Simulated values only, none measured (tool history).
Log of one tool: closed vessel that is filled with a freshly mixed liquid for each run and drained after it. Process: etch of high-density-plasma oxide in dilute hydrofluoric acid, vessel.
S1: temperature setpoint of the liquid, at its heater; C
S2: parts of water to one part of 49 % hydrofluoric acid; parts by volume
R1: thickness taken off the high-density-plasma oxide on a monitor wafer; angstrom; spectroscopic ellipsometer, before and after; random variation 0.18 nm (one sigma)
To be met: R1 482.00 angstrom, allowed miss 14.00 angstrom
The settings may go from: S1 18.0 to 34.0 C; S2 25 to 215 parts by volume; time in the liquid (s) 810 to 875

{"run": 1, "hour": 0.0, "S1": 26.0, "S2": 120, "time in the liquid (s)": 810, "R1": 409.27}
{"run": 2, "hour": 8.6, "S1": 26.0, "S2": 85, "time in the liquid (s)": 810, "R1": 600.84}
{"run": 3, "hour": 13.0, "S1": 26.0, "S2": 85, "time in the liquid (s)": 810, "R1": 599.82}
{"run": 4, "hour": 15.8, "S1": 28.5, "S2": 85, "time in the liquid (s)": 810, "R1": 662.79}
{"run": 5, "hour": 24.0, "S1": 31.5, "S2": 85, "time in the liquid (s)": 810, "R1": 740.03}
{"run": 6, "hour": 28.3, "S1": 28.5, "S2": 85, "time in the liquid (s)": 810, "R1": 660.51}
{"run": 7, "hour": 33.1, "S1": 26.0, "S2": 85, "time in the liquid (s)": 810, "R1": 606.85}
{"run": 8, "hour": 41.7, "S1": 24.0, "S2": 85, "time in the liquid (s)": 810, "R1": 557.36}

5 next moves are on the table. One of them brings every result within its allowed miss. Which?
{"run": "A", "hour": 50.3, "S1": 23.5, "S2": 95, "time in the liquid (s)": 810, "R1": "?"}
{"run": "B", "hour": 50.3, "S1": 23.5, "S2": 95, "time in the liquid (s)": 855, "R1": "?"}
{"run": "C", "hour": 50.3, "S1": 23.5, "S2": 100, "time in the liquid (s)": 810, "R1": "?"}
{"run": "D", "hour": 50.3, "S1": 21.5, "S2": 100, "time in the liquid (s)": 860, "R1": "?"}
{"run": "E", "hour": 50.3, "S1": 27.5, "S2": 115, "time in the liquid (s)": 810, "R1": "?"}

move=A R1=481.45
move=B R1=508.20
move=C R1=454.60
move=D R1=445.41
move=E R1=453.14
A: meets every target
B: nearer than the last run, and not there yet
C: takes the result that was furthest off past its target
D: takes the result that was furthest off past its target
E: takes the result that was furthest off past its target
The right move is A.
